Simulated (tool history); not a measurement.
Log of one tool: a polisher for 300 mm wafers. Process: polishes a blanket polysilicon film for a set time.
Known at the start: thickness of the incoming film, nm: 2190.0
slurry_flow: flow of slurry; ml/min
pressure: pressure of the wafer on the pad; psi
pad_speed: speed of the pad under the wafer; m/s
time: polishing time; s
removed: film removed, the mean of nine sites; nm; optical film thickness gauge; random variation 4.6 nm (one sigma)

run	hour	slurry_flow	pressure	pad_speed	time	removed
1	0.0	145	2.9	1.14	56	547.89
2	7.7	140	2.7	1.14	56	500.98
3	9.9	135	2.6	1.14	56	480.07
4	15.2	135	2.6	1.14	58	496.01
5	17.0	135	2.6	1.24	58	539.66
6	20.6	135	2.6	1.24	56	520.71
7	28.1	130	2.5	1.24	56	500.85

Run 8 comes next. What will it give?
8	28.9	125	2.4	1.24	56	?

Run 8 gave removed 476.03 nm.
